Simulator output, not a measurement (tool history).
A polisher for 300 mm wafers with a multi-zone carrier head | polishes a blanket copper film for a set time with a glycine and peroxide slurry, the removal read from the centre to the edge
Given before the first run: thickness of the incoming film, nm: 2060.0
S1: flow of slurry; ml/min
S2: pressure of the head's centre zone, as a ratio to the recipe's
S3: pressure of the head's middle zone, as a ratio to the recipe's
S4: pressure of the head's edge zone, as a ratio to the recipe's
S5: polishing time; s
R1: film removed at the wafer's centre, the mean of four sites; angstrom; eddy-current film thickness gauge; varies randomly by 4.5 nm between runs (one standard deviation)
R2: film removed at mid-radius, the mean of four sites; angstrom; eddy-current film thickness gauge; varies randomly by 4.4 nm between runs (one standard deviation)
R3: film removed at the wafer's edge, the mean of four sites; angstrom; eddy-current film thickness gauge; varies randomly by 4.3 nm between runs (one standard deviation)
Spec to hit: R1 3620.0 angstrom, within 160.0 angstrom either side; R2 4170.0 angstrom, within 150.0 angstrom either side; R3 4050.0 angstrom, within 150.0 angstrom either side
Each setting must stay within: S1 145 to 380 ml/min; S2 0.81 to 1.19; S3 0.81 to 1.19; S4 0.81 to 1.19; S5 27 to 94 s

run,hour,S1,S2,S3,S4,S5,R1,R2,R3
1,0.0,245,1.00,1.00,1.00,60,2967.0,2790.1,2864.4
2,8.2,245,1.00,0.97,1.00,60,2942.9,2797.8,2874.8
3,12.4,250,0.98,0.98,1.00,62,2959.7,2922.6,2979.5
4,15.9,280,0.98,0.98,1.00,62,3045.4,2916.8,3005.4
5,22.2,275,0.97,0.99,1.00,64,3132.7,3023.4,3088.9
6,26.3,270,0.96,1.00,1.00,66,3191.7,3185.2,3172.0
7,27.9,270,0.95,1.01,1.01,67,3195.8,3312.1,3268.3
8,30.7,270,0.95,1.02,1.03,68,3272.8,3266.7,3293.7

Exactly one of the 5 candidate moves below puts every result within its allowed miss. Which one?
A,33.5,190,0.87,1.04,0.98,86,?,?,?
B,33.5,270,1.12,1.09,1.00,51,?,?,?
C,33.5,265,0.94,1.00,1.06,78,?,?,?
D,33.5,180,0.81,0.86,1.16,88,?,?,?
E,33.5,290,1.19,0.81,1.19,56,?,?,?

move,R1,R2,R3
A,3550.2,4154.6,4021.2
B,2804.0,2622.2,2455.6
C,3586.8,3759.5,3849.6
D,3359.0,3688.2,4420.7
E,3286.7,2334.8,2931.8
A: every result lands within tolerance
B: further off than the last run
C: moves toward the targets from the last run without getting all of them in spec
D: moves toward the targets from the last run without getting all of them in spec
E: further off than the last run
Move A is the one to make.

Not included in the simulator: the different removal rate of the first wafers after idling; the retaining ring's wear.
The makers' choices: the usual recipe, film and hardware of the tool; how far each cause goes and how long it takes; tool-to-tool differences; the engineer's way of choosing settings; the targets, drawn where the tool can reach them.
